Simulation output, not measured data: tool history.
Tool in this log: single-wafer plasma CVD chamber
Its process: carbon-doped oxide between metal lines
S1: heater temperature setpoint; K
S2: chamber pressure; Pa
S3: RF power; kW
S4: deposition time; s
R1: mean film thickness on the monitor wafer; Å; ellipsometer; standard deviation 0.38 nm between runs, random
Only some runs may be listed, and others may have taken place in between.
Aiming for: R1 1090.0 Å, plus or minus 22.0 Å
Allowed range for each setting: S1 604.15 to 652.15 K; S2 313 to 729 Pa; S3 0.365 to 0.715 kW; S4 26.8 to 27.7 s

run	day	S1	S2	S3	S4	R1
1	0.000	628.15	521	0.540	26.8	1350.0
2	0.321	630.15	505	0.520	26.8	1296.1
3	0.675	632.15	487	0.510	26.8	1271.7
4	0.946	633.15	473	0.500	26.8	1249.1
5	1.071	633.15	473	0.500	27.7	1276.3
6	1.254	638.15	473	0.500	27.7	1271.5
7	1.596	639.15	460	0.490	27.7	1245.6
8	1.712	640.15	448	0.480	27.7	1217.1
9	1.796	641.15	436	0.475	27.7	1202.7
10	1.912	642.15	425	0.470	27.7	1184.8
11	2.192	647.15	356	0.420	27.6	1063.5
12	2.296	647.15	359	0.420	27.6	1060.0
13	2.408	646.15	363	0.420	27.6	1072.2
14	2.496	646.15	365	0.420	27.6	1067.3

5 next moves are on the table. One of them brings every result within its allowed miss. Which?
A	2.583	652.15	365	0.440	26.8	?
B	2.583	642.15	439	0.390	27.7	?
C	2.583	652.15	315	0.460	27.0	?
D	2.583	652.15	435	0.420	27.1	?
E	2.583	644.15	412	0.420	26.8	?

move	R1
A	1054.0
B	1029.3
C	1088.6
D	1042.3
E	1045.4
A: lands further from the targets than the last run did
B: lands further from the targets than the last run did
C: every result within its allowed miss
D: lands further from the targets than the last run did
E: lands further from the targets than the last run did
Move C is the one to make.

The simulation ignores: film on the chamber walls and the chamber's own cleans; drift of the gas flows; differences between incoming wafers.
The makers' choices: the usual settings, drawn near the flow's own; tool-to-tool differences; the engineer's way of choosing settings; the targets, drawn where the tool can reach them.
